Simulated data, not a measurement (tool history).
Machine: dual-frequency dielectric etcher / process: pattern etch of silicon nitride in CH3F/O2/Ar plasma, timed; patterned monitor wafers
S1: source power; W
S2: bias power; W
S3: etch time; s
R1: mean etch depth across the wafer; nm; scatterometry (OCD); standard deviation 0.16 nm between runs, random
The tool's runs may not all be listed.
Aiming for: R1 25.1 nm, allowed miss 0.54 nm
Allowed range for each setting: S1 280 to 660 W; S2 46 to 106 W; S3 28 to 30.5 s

run  hour   S1   S2    S3      R1
  1     0  470   76  30.5  22.785
  2   1.4  470   86  30.5  23.975
  3   2.5  470   86    28  21.756
  4    10  470   92    28  22.299
  5    12  500   94    28  22.963
     12.8  -- source power generator calibrated
  6  12.8  530   96    28  23.328
  7  18.8  550   98    28  23.872
  8  20.8  560   99    28  24.228
  9  28.1  570  100    28  24.185
 10  31.4  620  103    28  25.499

Which one of the following 5 next-run settings gets every result inside its allowed miss? There is exactly one.
  A  34.7  600  106    29   ?
  B  34.7  590  103  29.5   ?
  C  34.7  650  105    28   ?
  D  34.7  580  100    30   ?
  E  34.7  630   95    28   ?

move      R1
   A  26.668
   B  26.644
   C  26.607
   D  26.601
   E  25.319
A: moves away from the targets compared with the last run
B: moves away from the targets compared with the last run
C: moves away from the targets compared with the last run
D: moves away from the targets compared with the last run
E: each result inside its tolerance
Answer: E
